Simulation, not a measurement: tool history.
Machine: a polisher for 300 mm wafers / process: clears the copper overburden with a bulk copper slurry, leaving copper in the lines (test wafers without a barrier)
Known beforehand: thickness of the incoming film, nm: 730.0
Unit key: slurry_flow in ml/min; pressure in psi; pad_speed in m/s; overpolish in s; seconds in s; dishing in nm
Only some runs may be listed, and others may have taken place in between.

| run | day | slurry_flow | pressure | pad_speed | slurry_solids | overpolish | seconds | dishing |
|---|---|---|---|---|---|---|---|---|
| 1 | 0.000 | 235 | 3.2 | 0.86 | 1.0 | 17 | 74.260 | 88.948 |
| 2 | 0.183 | 230 | 3.1 | 0.86 | 1.0 | 18 | 77.556 | 92.601 |
| 3 | 0.375 | 230 | 3.1 | 0.86 | 1.0 | 21 | 76.529 | 101.690 |
| 4 | 0.696 | 225 | 3.0 | 0.86 | 1.0 | 21 | 78.776 | 99.073 |
| 5 | 0.971 | 180 | 3.0 | 0.86 | 1.0 | 21 | 81.077 | 96.303 |
| 6 | 1.088 | 180 | 3.0 | 1.08 | 1.0 | 21 | 68.386 | 107.740 |
| 7 | 1.162 | 175 | 2.8 | 1.08 | 1.0 | 21 | 71.739 | 101.090 |

Run 8 has not been measured yet. What should we expect?
| 8 | 1.471 | 170 | 2.7 | 1.08 | 1.0 | 22 | ? | ? |

seconds: 75.086 s
dishing: 100.850 nm
